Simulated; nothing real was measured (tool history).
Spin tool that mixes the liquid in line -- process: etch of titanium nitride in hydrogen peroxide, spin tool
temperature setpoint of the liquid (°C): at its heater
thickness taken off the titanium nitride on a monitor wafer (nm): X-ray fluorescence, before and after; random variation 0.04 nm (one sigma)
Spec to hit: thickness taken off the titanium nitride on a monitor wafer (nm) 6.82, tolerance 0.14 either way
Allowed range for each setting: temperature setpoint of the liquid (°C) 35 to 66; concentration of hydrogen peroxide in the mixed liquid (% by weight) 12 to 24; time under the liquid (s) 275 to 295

| run | hour | temperature setpoint of the liquid (°C) | concentration of hydrogen peroxide in the mixed liquid (% by weight) | time under the liquid (s) | thickness taken off the titanium nitride on a monitor wafer (nm) |
|---|---|---|---|---|---|
| 1 | 0 | 51 | 16 | 275 | 13.533 |
| 2 | 4.3 | 51 | 14.5 | 275 | 13.153 |
| 3 | 11.7 | 49.5 | 14.5 | 275 | 11.749 |
| 4 | 18.5 | 49.5 | 14.5 | 295 | 12.625 |
| 5 | 22.3 | 49.5 | 12 | 295 | 12.256 |
| 6 | 28.7 | 49.5 | 14 | 295 | 12.549 |
| 7 | 33.8 | 48 | 14 | 295 | 11.309 |
| 8 | 42.3 | 47 | 14 | 295 | 10.529 |
| 9 | 43.8 | 46 | 14 | 295 | 9.8441 |
|  | 49.2 | thermometer replaced |
| 10 | 49.2 | 45 | 14 | 295 | 9.8329 |
| 11 | 54.6 | 44 | 14 | 295 | 9.0147 |

Exercise: of the 4 proposed moves below, exactly one satisfies all targets within the stated allowed misses. Which move is it?
| A | 60 | 41.5 | 12 | 275 | ? |
| B | 60 | 49.5 | 15.5 | 295 | ? |
| C | 60 | 42 | 12.5 | 295 | ? |
| D | 60 | 50 | 12.5 | 295 | ? |

| move | thickness taken off the titanium nitride on a monitor wafer (nm) |
|---|---|
| A | 6.8311 |
| B | 14.009 |
| C | 7.677 |
| D | 13.884 |
A: all results in spec
B: the biggest miss grows against the last run
C: nearer than the last run, and not there yet
D: the biggest miss grows against the last run
So the answer is move A, the one that meets all the targets.

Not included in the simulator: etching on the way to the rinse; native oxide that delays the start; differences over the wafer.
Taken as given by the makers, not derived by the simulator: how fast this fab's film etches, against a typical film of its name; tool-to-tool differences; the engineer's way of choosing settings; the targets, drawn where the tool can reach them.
